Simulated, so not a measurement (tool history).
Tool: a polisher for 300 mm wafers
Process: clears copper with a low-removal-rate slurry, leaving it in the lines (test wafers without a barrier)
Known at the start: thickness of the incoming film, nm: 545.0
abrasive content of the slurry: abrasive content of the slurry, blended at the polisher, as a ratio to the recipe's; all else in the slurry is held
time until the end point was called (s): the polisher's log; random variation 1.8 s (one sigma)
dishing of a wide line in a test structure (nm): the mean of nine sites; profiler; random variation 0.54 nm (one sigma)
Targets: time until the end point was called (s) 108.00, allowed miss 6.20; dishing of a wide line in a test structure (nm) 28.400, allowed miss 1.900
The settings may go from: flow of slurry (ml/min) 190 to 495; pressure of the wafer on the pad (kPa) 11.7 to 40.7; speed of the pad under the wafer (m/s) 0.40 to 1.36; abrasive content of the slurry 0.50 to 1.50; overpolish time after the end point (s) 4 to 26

run,hour,flow of slurry (ml/min),pressure of the wafer on the pad (kPa),speed of the pad under the wafer (m/s),abrasive content of the slurry,overpolish time after the end point (s),time until the end point was called (s),dishing of a wide line in a test structure (nm)
1,0.0,320,26.2,0.88,1.00,13,153.78,29.467
2,8.3,320,26.2,0.88,1.00,18,152.70,38.716
3,14.4,320,26.2,0.88,1.15,18,149.05,40.066
4,22.5,365,26.2,0.88,1.15,18,146.39,40.616
5,26.7,365,27.6,0.88,1.15,16,134.46,37.714
6,27.9,430,27.6,0.88,1.15,16,136.47,37.328
7,34.5,430,28.3,0.88,1.15,15,129.09,38.059
8,36.3,430,29.0,0.88,1.15,14,129.53,35.186
9,45.1,430,29.6,0.88,1.15,13,126.79,32.965
10,51.4,430,34.5,0.90,1.15,8,111.96,25.069

Which of these 5 next moves meets every target?
A,57.7,425,31.7,1.00,1.20,9,?,?
B,57.7,435,35.9,0.82,1.10,7,?,?
C,57.7,335,40.7,0.82,1.15,7,?,?
D,57.7,495,31.0,0.98,1.25,11,?,?
E,57.7,435,36.5,0.76,1.15,10,?,?

move,time until the end point was called (s),dishing of a wide line in a test structure (nm)
A,107.32,29.165
B,114.69,21.810
C,103.46,24.049
D,109.50,34.286
E,118.92,29.320
A: meets every target
B: further off than the last run
C: further off than the last run
D: takes the result that was furthest off past its target
E: brings the result that was furthest off to its target, and leaves another outside
Move A is the one to make.
